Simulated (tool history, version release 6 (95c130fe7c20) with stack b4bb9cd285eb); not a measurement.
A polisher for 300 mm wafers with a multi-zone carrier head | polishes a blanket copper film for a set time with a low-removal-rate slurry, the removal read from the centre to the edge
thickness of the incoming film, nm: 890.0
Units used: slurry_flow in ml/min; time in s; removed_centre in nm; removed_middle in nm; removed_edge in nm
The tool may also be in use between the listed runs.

run	day	slurry_flow	centre_zone	middle_zone	edge_zone	slurry_solids	time	removed_centre	removed_middle	removed_edge
1	0.000	120	1.00	1.00	1.00	1.00	88	226.94	234.32	232.84
2	0.200	120	1.00	1.08	1.00	1.00	88	224.59	249.78	229.98
3	0.262	115	1.00	1.05	1.00	1.00	88	222.13	236.33	227.33
4	0.325	110	1.00	1.03	1.01	1.00	88	222.16	232.56	232.51
5	0.567	110	1.00	1.03	1.01	1.15	88	227.65	241.98	237.77
6	0.692	105	1.00	1.01	1.00	1.15	88	225.41	235.59	235.84
7	0.850	75	1.02	0.91	0.96	0.95	87	189.63	181.59	202.24
8	1.088	75	1.02	0.90	0.97	0.95	87	190.10	177.01	202.12

Estimate the outcome of run 9 from the log above:
9	1.225	80	1.02	0.90	0.98	0.95	87	?	?	?

removed_centre: 194.79 nm
removed_middle: 180.85 nm
removed_edge: 209.48 nm
